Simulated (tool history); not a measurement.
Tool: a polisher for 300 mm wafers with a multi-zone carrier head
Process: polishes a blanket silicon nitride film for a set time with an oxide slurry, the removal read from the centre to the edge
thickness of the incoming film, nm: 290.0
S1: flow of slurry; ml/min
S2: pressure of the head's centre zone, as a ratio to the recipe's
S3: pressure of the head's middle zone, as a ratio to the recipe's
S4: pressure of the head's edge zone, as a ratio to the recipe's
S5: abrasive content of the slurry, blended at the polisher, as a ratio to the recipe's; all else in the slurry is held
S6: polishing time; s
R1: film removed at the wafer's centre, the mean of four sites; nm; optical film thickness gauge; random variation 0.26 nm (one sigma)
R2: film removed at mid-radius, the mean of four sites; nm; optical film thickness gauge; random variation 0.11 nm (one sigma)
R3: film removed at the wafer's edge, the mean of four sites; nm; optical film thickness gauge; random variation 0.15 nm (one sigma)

run,day,S1,S2,S3,S4,S5,S6,R1,R2,R3
1,0.000,230,1.00,1.00,1.00,1.00,62,40.235,40.976,41.184
2,0.183,230,1.00,1.00,0.93,1.00,62,39.976,40.967,40.381
3,0.283,230,1.00,1.06,0.93,1.00,62,39.162,42.932,40.390
4,0.404,230,1.00,1.02,0.93,1.00,62,39.412,42.094,40.651
5,0.562,230,1.00,1.02,0.93,0.80,62,35.958,37.226,36.371
6,0.592,230,1.00,0.94,0.93,0.80,62,35.945,34.720,36.570
7,0.754,230,1.01,0.97,0.90,0.70,53,29.582,28.603,28.776
8,1.017,230,1.00,0.98,0.88,0.65,48,25.094,24.971,24.698
9,1.238,235,1.00,0.99,0.86,0.60,45,22.145,22.691,21.988
10,1.462,235,1.01,0.99,0.85,0.55,43,20.008,20.680,19.771
11,1.604,235,1.02,0.99,0.84,0.55,43,20.648,20.822,20.071
12,1.800,235,1.02,0.99,0.84,0.55,43,20.801,20.853,19.681
13,2.125,235,1.02,0.99,0.83,0.55,42,19.841,20.096,19.208

Run 14 comes next. What will it give?
14,2.467,230,1.03,0.99,0.82,0.55,42,?,?,?

{"run 14": {"R1": 20.242, "R2": 20.119, "R3": 19.223}}
